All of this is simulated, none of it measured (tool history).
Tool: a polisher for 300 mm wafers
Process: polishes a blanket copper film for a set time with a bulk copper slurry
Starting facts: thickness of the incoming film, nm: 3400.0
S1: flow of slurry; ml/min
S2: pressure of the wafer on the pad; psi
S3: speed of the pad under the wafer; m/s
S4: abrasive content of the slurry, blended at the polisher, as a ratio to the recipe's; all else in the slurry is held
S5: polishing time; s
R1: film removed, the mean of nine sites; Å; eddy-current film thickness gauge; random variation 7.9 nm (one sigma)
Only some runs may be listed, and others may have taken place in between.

run	hour	S1	S2	S3	S4	S5	R1
1	0	280	3	1.18	1	100	10708
2	7.7	290	3.2	1.18	1	100	11470
3	16.2	290	3.2	1.18	1	100	11335
4	23.9	290	3.3	1.18	1	100	11622
5	25.2	260	3.3	1.18	1	100	11559
6	28.6	280	3.4	1.18	1	100	12155
7	35.4	290	3.5	1.18	1	100	12383

Expected results for the next run?
8	42.5	290	3.5	1.18	1	100	?

For run 8 the tool returned R1 12451 Å.
